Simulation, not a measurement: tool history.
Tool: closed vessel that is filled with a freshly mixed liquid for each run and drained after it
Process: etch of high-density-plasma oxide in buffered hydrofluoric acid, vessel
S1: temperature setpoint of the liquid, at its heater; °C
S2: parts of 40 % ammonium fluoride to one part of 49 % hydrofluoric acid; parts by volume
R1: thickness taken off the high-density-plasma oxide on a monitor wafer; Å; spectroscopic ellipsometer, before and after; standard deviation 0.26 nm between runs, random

run 1 day=0.000 | S1=23.0 S2=17.0 time_in_the_liquid_(s)=95 | R1=950.35
run 2 day=0.312 | S1=24.5 S2=17.0 time_in_the_liquid_(s)=95 | R1=1032.30
run 3 day=0.596 | S1=24.5 S2=17.0 time_in_the_liquid_(s)=105 | R1=1138.70
run 4 day=0.888 | S1=23.0 S2=17.0 time_in_the_liquid_(s)=105 | R1=1045.40
run 5 day=1.200 | S1=22.0 S2=17.0 time_in_the_liquid_(s)=105 | R1=994.43
-- day=1.571 hydrofluoric acid flow meter replaced
run 6 day=1.571 | S1=21.5 S2=17.0 time_in_the_liquid_(s)=105 | R1=1075.80

Estimate the outcome of run 7 from the log above:
run 7 day=1.779 | S1=21.0 S2=17.5 time_in_the_liquid_(s)=105 | R1=?

Logged for run 7: R1 1011.70 Å.
